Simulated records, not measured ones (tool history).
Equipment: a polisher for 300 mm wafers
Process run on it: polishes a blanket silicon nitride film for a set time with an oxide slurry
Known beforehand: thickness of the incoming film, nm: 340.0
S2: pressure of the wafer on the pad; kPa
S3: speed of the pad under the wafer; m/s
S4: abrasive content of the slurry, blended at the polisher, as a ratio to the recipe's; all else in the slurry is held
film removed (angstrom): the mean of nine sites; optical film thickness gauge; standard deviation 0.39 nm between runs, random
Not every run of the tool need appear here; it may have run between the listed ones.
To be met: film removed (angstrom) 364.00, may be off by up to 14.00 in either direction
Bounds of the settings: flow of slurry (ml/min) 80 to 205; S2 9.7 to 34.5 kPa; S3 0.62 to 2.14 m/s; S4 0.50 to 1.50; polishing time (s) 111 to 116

{"run": 1, "hour": 0.0, "flow of slurry (ml/min)": 135, "S2": 22.1, "S3": 1.38, "S4": 1.0, "polishing time (s)": 111, "film removed (angstrom)": 660.85}
{"run": 2, "hour": 4.3, "flow of slurry (ml/min)": 150, "S2": 22.1, "S3": 1.38, "S4": 1.0, "polishing time (s)": 111, "film removed (angstrom)": 668.33}
{"run": 3, "hour": 9.1, "flow of slurry (ml/min)": 150, "S2": 18.6, "S3": 1.36, "S4": 1.0, "polishing time (s)": 111, "film removed (angstrom)": 559.04}
{"run": 4, "hour": 17.6, "flow of slurry (ml/min)": 150, "S2": 15.9, "S3": 1.34, "S4": 1.0, "polishing time (s)": 111, "film removed (angstrom)": 476.31}
{"run": 5, "hour": 21.3, "flow of slurry (ml/min)": 150, "S2": 14.5, "S3": 1.34, "S4": 1.0, "polishing time (s)": 111, "film removed (angstrom)": 438.74}
{"run": 6, "hour": 22.7, "flow of slurry (ml/min)": 150, "S2": 14.5, "S3": 1.5, "S4": 1.0, "polishing time (s)": 111, "film removed (angstrom)": 462.64}
{"run": 7, "hour": 25.7, "flow of slurry (ml/min)": 145, "S2": 13.1, "S3": 1.5, "S4": 1.0, "polishing time (s)": 111, "film removed (angstrom)": 427.31}
{"run": 8, "hour": 33.1, "flow of slurry (ml/min)": 140, "S2": 12.4, "S3": 1.5, "S4": 1.0, "polishing time (s)": 111, "film removed (angstrom)": 402.95}
{"run": 9, "hour": 38.2, "flow of slurry (ml/min)": 140, "S2": 12.4, "S3": 1.5, "S4": 1.0, "polishing time (s)": 111, "film removed (angstrom)": 403.54}
{"run": 10, "hour": 39.2, "flow of slurry (ml/min)": 125, "S2": 10.3, "S3": 1.5, "S4": 1.0, "polishing time (s)": 111, "film removed (angstrom)": 334.76}
{"run": 11, "hour": 43.2, "flow of slurry (ml/min)": 130, "S2": 10.3, "S3": 1.5, "S4": 1.0, "polishing time (s)": 111, "film removed (angstrom)": 330.65}
{"run": 12, "hour": 47.8, "flow of slurry (ml/min)": 135, "S2": 10.3, "S3": 1.5, "S4": 1.0, "polishing time (s)": 111, "film removed (angstrom)": 335.92}
{"run": 13, "hour": 53.1, "flow of slurry (ml/min)": 155, "S2": 11.7, "S3": 1.5, "S4": 1.0, "polishing time (s)": 111, "film removed (angstrom)": 389.96}

Next run, 5 choices. One meets every target within its allowed miss, the rest don't. Which?
{"run": "A", "hour": 58.4, "flow of slurry (ml/min)": 185, "S2": 12.4, "S3": 1.46, "S4": 1.15, "polishing time (s)": 111, "film removed (angstrom)": "?"}
{"run": "B", "hour": 58.4, "flow of slurry (ml/min)": 205, "S2": 11.7, "S3": 1.46, "S4": 0.8, "polishing time (s)": 114, "film removed (angstrom)": "?"}
{"run": "C", "hour": 58.4, "flow of slurry (ml/min)": 145, "S2": 11.0, "S3": 1.66, "S4": 0.95, "polishing time (s)": 115, "film removed (angstrom)": "?"}
{"run": "D", "hour": 58.4, "flow of slurry (ml/min)": 120, "S2": 15.2, "S3": 1.14, "S4": 1.2, "polishing time (s)": 111, "film removed (angstrom)": "?"}
{"run": "E", "hour": 58.4, "flow of slurry (ml/min)": 135, "S2": 12.4, "S3": 1.66, "S4": 0.95, "polishing time (s)": 116, "film removed (angstrom)": "?"}

move=A film_removed_(angstrom)=444.74
move=B film_removed_(angstrom)=359.48
move=C film_removed_(angstrom)=394.97
move=D film_removed_(angstrom)=421.10
move=E film_removed_(angstrom)=438.95
A: its largest miss is bigger than the last run's
B: each result inside its tolerance
C: its largest miss is bigger than the last run's
D: its largest miss is bigger than the last run's
E: its largest miss is bigger than the last run's
Correct choice: B, which meets every target
